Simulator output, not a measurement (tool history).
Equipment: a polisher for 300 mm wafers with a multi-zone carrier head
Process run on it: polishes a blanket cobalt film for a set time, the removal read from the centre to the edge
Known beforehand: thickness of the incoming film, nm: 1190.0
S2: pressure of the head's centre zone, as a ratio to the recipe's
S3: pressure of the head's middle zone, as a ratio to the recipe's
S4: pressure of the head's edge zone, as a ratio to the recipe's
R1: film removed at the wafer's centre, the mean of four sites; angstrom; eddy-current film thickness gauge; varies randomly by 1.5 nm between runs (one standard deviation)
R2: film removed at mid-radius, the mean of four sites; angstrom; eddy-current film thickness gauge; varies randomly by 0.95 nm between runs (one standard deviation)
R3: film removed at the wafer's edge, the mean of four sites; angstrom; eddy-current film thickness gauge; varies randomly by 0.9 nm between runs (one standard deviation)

run 1 hour=0 | flow_of_slurry_(ml/min)=300 S2=1 S3=1 S4=1 polishing_time_(s)=55 | R1=1680.1 R2=1683.2 R3=1667.9
run 2 hour=5.1 | flow_of_slurry_(ml/min)=295 S2=0.98 S3=0.97 S4=0.98 polishing_time_(s)=51 | R1=1510.2 R2=1500.8 R3=1533
run 3 hour=13.5 | flow_of_slurry_(ml/min)=290 S2=0.97 S3=0.95 S4=0.96 polishing_time_(s)=48 | R1=1354.7 R2=1396.6 R3=1419.3
run 4 hour=15.8 | flow_of_slurry_(ml/min)=290 S2=1.05 S3=0.95 S4=0.96 polishing_time_(s)=48 | R1=1526.2 R2=1380.3 R3=1430.4
run 5 hour=24.6 | flow_of_slurry_(ml/min)=290 S2=1.05 S3=0.95 S4=0.93 polishing_time_(s)=48 | R1=1554.2 R2=1379.8 R3=1411
run 6 hour=27.8 | flow_of_slurry_(ml/min)=325 S2=1.05 S3=0.95 S4=0.93 polishing_time_(s)=48 | R1=1579.8 R2=1405 R3=1418.9
run 7 hour=28.5 | flow_of_slurry_(ml/min)=315 S2=1.03 S3=0.93 S4=0.92 polishing_time_(s)=46 | R1=1437.1 R2=1328.3 R3=1339.6
-- hour=31.8 slurry nozzle cleaned
run 8 hour=31.8 | flow_of_slurry_(ml/min)=300 S2=1.02 S3=0.91 S4=0.91 polishing_time_(s)=45 | R1=1484.8 R2=1326 R3=1373.1
run 9 hour=37 | flow_of_slurry_(ml/min)=290 S2=1.02 S3=0.92 S4=0.94 polishing_time_(s)=43 | R1=1386.3 R2=1274.1 R3=1317.7
run 10 hour=41.1 | flow_of_slurry_(ml/min)=285 S2=1 S3=0.9 S4=0.94 polishing_time_(s)=41 | R1=1263.4 R2=1187.4 R3=1255.7
run 11 hour=43.2 | flow_of_slurry_(ml/min)=285 S2=0.99 S3=0.89 S4=0.94 polishing_time_(s)=40 | R1=1266.1 R2=1146.5 R3=1225.1
run 12 hour=46.3 | flow_of_slurry_(ml/min)=285 S2=0.97 S3=0.88 S4=0.94 polishing_time_(s)=39 | R1=1204.6 R2=1096.1 R3=1196.3
run 13 hour=52.9 | flow_of_slurry_(ml/min)=285 S2=0.96 S3=0.88 S4=0.93 polishing_time_(s)=39 | R1=1180 R2=1103.4 R3=1181.2
run 14 hour=61.6 | flow_of_slurry_(ml/min)=285 S2=0.95 S3=0.87 S4=0.93 polishing_time_(s)=39 | R1=1153.2 R2=1081.7 R3=1188
run 15 hour=70.2 | flow_of_slurry_(ml/min)=285 S2=0.94 S3=0.87 S4=0.92 polishing_time_(s)=39 | R1=1168.9 R2=1097.7 R3=1177.9
run 16 hour=71.6 | flow_of_slurry_(ml/min)=285 S2=0.94 S3=0.87 S4=0.92 polishing_time_(s)=39 | R1=1125.5 R2=1099.7 R3=1187.4
run 17 hour=75.6 | flow_of_slurry_(ml/min)=285 S2=0.94 S3=0.87 S4=0.92 polishing_time_(s)=39 | R1=1148 R2=1101.2 R3=1200.8

Run 18, settings as shown, results not yet in. Your forecast:
run 18 hour=76.3 | flow_of_slurry_(ml/min)=265 S2=0.89 S3=0.83 S4=0.84 polishing_time_(s)=37 | R1=? R2=? R3=?

{"run 18": {"R1": 1015, "R2": 976.17, "R3": 1068.8}}

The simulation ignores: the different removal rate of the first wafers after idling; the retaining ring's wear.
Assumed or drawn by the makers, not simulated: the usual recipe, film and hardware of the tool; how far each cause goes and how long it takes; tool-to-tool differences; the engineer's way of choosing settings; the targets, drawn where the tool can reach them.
